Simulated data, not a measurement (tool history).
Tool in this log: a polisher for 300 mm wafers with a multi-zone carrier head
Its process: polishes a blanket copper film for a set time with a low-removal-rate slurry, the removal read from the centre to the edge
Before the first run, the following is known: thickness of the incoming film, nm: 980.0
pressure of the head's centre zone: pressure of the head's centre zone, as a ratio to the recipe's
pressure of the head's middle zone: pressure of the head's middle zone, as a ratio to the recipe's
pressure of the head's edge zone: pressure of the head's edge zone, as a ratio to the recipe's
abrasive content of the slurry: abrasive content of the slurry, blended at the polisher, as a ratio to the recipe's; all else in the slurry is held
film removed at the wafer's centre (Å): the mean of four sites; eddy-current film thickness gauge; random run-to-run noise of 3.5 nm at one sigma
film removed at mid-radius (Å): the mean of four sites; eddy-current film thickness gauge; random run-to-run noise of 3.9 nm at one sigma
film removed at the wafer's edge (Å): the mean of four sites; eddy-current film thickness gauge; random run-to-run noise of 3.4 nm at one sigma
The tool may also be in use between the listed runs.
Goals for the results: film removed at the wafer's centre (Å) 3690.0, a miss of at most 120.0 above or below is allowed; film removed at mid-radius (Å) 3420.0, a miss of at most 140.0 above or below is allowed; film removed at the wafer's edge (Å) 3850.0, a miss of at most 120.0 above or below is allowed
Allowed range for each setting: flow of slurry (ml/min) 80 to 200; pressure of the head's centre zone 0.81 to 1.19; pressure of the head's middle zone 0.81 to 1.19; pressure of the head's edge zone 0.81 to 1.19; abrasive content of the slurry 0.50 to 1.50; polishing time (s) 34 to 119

run  hour  flow of slurry (ml/min)  pressure of the head's centre zone  pressure of the head's middle zone  pressure of the head's edge zone  abrasive content of the slurry  polishing time (s)  film removed at the wafer's centre (Å)  film removed at mid-radius (Å)  film removed at the wafer's edge (Å)
  1   0.0                      130                                1.00                                1.00                              1.00                            1.00                  76                                  2857.8                          2839.4                                2898.1
  2   5.3                      130                                1.00                                0.93                              1.00                            1.00                  76                                  2900.7                          2613.9                                2889.7
  3  13.9                      135                                1.00                                0.94                              1.03                            1.10                  77                                  2923.0                          2806.2                                3066.1
  4  18.2                      135                                1.00                                0.94                              1.03                            1.25                  77                                  3033.4                          2867.1                                3123.4
  5  26.2                      145                                1.02                                0.94                              1.06                            1.30                  78                                  3170.8                          3010.7                                3270.2
  6  30.0                      150                                1.03                                0.93                              1.08                            1.35                  79                                  3346.5                          3055.1                                3404.8
  7  36.4                      185                                1.01                                0.98                              1.18                            1.50                  80                                  3510.1                          3482.7                                3800.0
  8  39.2                      185                                1.02                                0.97                              1.18                            1.50                  80                                  3545.9                          3346.2                                3787.2
  9  46.7                      185                                1.02                                0.97                              1.18                            1.50                  80                                  3473.1                          3451.0                                3711.9

Which of these 5 next moves meets every target?
  A  54.2                      145                                0.90                                0.97                              1.19                            1.40                  87                                       ?                               ?                                     ?
  B  54.2                      160                                1.04                                0.95                              1.16                            1.50                  83                                       ?                               ?                                     ?
  C  54.2                      200                                1.05                                1.09                              1.11                            1.45                  76                                       ?                               ?                                     ?
  D  54.2                      180                                1.12                                0.98                              1.12                            1.50                  77                                       ?                               ?                                     ?
  E  54.2                      195                                0.95                                1.03                              1.16                            1.50                  83                                       ?                               ?                                     ?

move  film removed at the wafer's centre (Å)  film removed at mid-radius (Å)  film removed at the wafer's edge (Å)
   A                                  3198.0                          3473.5                                3950.5
   B                                  3654.4                          3361.0                                3821.1
   C                                  3503.6                          3565.2                                3485.9
   D                                  3739.9                          3266.1                                3532.9
   E                                  3465.1                          3721.5                                3911.1
A: moves away from the targets compared with the last run
B: each result inside its tolerance
C: moves away from the targets compared with the last run
D: the worst result of the last run now meets its target, but another is out of spec
E: moves away from the targets compared with the last run
Answer: B

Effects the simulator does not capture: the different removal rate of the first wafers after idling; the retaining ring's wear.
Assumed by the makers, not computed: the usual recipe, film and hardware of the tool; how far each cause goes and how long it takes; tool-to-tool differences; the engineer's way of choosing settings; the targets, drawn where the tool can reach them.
